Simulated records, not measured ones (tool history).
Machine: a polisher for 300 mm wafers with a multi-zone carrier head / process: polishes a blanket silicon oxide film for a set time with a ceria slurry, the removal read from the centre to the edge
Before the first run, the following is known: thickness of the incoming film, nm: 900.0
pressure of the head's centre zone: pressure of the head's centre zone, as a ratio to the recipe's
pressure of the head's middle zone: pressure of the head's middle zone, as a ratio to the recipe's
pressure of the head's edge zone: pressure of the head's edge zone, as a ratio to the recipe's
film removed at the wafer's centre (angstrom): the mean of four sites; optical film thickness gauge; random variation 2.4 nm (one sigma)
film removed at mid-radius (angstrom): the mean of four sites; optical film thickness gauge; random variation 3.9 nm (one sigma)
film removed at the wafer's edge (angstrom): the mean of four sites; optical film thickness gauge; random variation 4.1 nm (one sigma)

run,day,flow of slurry (ml/min),pressure of the head's centre zone,pressure of the head's middle zone,pressure of the head's edge zone,polishing time (s),film removed at the wafer's centre (angstrom),film removed at mid-radius (angstrom),film removed at the wafer's edge (angstrom)
1,0,125,1,1,1,51,2848.2,2923.4,2994.2
2,0.05,130,1,1.01,1,51,2923,2912.1,2992.9
3,0.379,130,1,1.01,1,42,2355.4,2455.2,2454.4
4,0.471,115,1,1.01,1,42,2324,2387.3,2420.1
5,0.717,115,1,1.01,1.07,42,2296,2370.9,2433.1
6,1.038,100,1,1.01,1.07,42,2203.4,2273.7,2416.9
7,1.212,105,1,1.02,1.07,43,2275.8,2360.7,2466.6
8,1.371,110,1,1.03,1.07,44,2367.6,2459.8,2561.9

Run 9 comes next. What will it give?
9,1.629,115,1,1.05,1.08,45,?,?,?

{"run 9": {"film removed at the wafer's centre (angstrom)": 2457.9, "film removed at mid-radius (angstrom)": 2589, "film removed at the wafer's edge (angstrom)": 2666.3}}
